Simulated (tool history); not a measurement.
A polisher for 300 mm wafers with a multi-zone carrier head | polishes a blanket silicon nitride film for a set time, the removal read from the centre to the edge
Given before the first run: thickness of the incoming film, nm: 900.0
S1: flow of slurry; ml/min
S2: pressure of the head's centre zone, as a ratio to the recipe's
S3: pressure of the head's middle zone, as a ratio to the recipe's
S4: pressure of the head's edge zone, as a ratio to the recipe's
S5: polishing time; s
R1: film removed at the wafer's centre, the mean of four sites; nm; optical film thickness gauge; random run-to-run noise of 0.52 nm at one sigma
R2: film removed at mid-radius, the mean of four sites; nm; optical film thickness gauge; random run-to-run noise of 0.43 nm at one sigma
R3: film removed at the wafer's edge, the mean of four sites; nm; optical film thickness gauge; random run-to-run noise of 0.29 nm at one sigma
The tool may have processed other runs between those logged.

{"run": 1, "hour": 0.0, "S1": 260, "S2": 1, "S3": 1, "S4": 1, "S5": 31, "R1": 40.943, "R2": 41.617, "R3": 41.425}
{"run": 2, "hour": 6.1, "S1": 260, "S2": 1.07, "S3": 1, "S4": 1, "S5": 31, "R1": 45.473, "R2": 41.607, "R3": 41.383}
{"run": 3, "hour": 12.0, "S1": 260, "S2": 1.07, "S3": 0.92, "S4": 1, "S5": 31, "R1": 44.598, "R2": 39.369, "R3": 41.584}
{"run": 4, "hour": 19.5, "S1": 260, "S2": 1.07, "S3": 0.92, "S4": 1, "S5": 38, "R1": 55.726, "R2": 47.065, "R3": 50.983}
{"run": 5, "hour": 24.3, "S1": 260, "S2": 1.07, "S3": 0.92, "S4": 1.08, "S5": 38, "R1": 55.522, "R2": 47.254, "R3": 52.435}
{"run": 6, "hour": 25.9, "S1": 260, "S2": 1.06, "S3": 0.93, "S4": 1.06, "S5": 36, "R1": 51.689, "R2": 45.739, "R3": 49.146}
{"run": 7, "hour": 33.1, "S1": 260, "S2": 1.06, "S3": 0.94, "S4": 1.04, "S5": 34, "R1": 49.055, "R2": 44.326, "R3": 45.384}
{"run": 8, "hour": 37.3, "S1": 260, "S2": 1.05, "S3": 0.94, "S4": 1.04, "S5": 32, "R1": 45.536, "R2": 40.345, "R3": 43.544}
{"run": 9, "hour": 43.0, "S1": 260, "S2": 1.05, "S3": 0.95, "S4": 1.02, "S5": 31, "R1": 44.773, "R2": 40.676, "R3": 42.639}
{"run": 10, "hour": 48.2, "S1": 255, "S2": 1.05, "S3": 0.96, "S4": 1, "S5": 30, "R1": 41.53, "R2": 38.65, "R3": 40.737}
{"run": 11, "hour": 49.6, "S1": 260, "S2": 1.05, "S3": 0.97, "S4": 0.99, "S5": 29, "R1": 40.832, "R2": 37.534, "R3": 39.411}
{"run": 12, "hour": 56.8, "S1": 260, "S2": 1.05, "S3": 0.99, "S4": 0.97, "S5": 28, "R1": 40.951, "R2": 37.396, "R3": 36.915}

Expected results for the next run?
{"run": 13, "hour": 64.5, "S1": 255, "S2": 1.04, "S3": 0.99, "S4": 0.96, "S5": 28, "R1": "?", "R2": "?", "R3": "?"}

{"run 13": {"R1": 38.281, "R2": 37.55, "R3": 36.657}}
